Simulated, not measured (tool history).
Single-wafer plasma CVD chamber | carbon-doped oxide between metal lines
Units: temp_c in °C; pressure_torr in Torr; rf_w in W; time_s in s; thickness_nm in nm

run,hour,temp_c,pressure_torr,rf_w,time_s,thickness_nm
1,0,330,5.84,605,32.7,221.96
2,3.5,329,5.94,625,32.8,229.72
3,7.6,329,6.71,625,32.8,231.13
4,13.8,328,6.76,640,32.9,235.07
5,22.1,328,6.37,640,32.9,234.76
6,30,328,5.8,640,32.9,231.88
7,35.6,327,5.87,660,33,239.59
8,38.3,326,5.91,675,33.1,241.56
9,43.8,326,5.95,690,33.2,249.19
10,52.2,325,5.99,700,33.2,250.45
11,59.4,325,6.03,710,33.2,257.2

Forecast run 12:
12,65.9,325,6.08,715,33.2,?

Run 12 measured thickness_nm 255.32 nm.

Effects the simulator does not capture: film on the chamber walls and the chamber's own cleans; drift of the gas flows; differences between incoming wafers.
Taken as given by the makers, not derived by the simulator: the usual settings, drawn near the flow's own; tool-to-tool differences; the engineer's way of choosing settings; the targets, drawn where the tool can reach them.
